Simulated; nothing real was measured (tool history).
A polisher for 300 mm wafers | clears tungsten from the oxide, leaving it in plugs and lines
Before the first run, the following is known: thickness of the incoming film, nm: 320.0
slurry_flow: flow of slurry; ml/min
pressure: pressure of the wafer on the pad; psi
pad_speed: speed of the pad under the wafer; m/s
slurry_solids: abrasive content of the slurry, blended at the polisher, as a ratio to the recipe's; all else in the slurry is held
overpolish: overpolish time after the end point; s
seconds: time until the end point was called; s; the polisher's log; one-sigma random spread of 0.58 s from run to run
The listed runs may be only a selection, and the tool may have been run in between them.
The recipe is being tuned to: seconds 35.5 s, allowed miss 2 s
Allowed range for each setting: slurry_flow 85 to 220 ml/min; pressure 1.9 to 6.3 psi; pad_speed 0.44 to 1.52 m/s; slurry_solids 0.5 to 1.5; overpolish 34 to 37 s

run,hour,slurry_flow,pressure,pad_speed,slurry_solids,overpolish,seconds
1,0,140,4.1,0.98,1,34,59.466
2,1.2,140,4.4,0.98,1,34,58.814
3,9.8,140,4.4,0.98,0.8,34,59.707
4,10.9,140,4.4,0.98,0.65,34,59.972
5,19.7,140,5.4,0.98,0.65,34,49.957
6,25,140,5.4,0.98,0.65,34,49.708
7,32.4,140,5.4,0.98,0.65,34,49.868
8,36,140,5.6,1,0.65,34,46.545
9,41.3,140,5.7,1.02,0.65,34,45.734
10,48.7,140,5.8,1.04,0.65,34,44.401
11,54.5,140,5.9,1.06,0.65,34,42.782
12,56.2,140,6,1.08,0.65,34,42.502
13,58.8,140,6.1,1.12,0.65,34,39.189

Exactly one of the 5 candidate moves below puts every result within its allowed miss. Which one?
A,61.4,135,6.2,1.08,0.85,34,?
B,61.4,140,6.2,1.24,0.75,37,?
C,61.4,135,6.3,1.04,0.8,37,?
D,61.4,160,6.3,1.32,0.7,34,?
E,61.4,150,6.3,1.52,0.5,34,?

move,seconds
A,39.174
B,35.569
C,40.1
D,32.817
E,31.009
A: just as far off the targets as the last run
B: hits every target within its allowed miss
C: misses by more than the last run did
D: the result that was furthest off in the last run now lies on the other side of its target
E: the result that was furthest off in the last run now lies on the other side of its target
The right move is B.
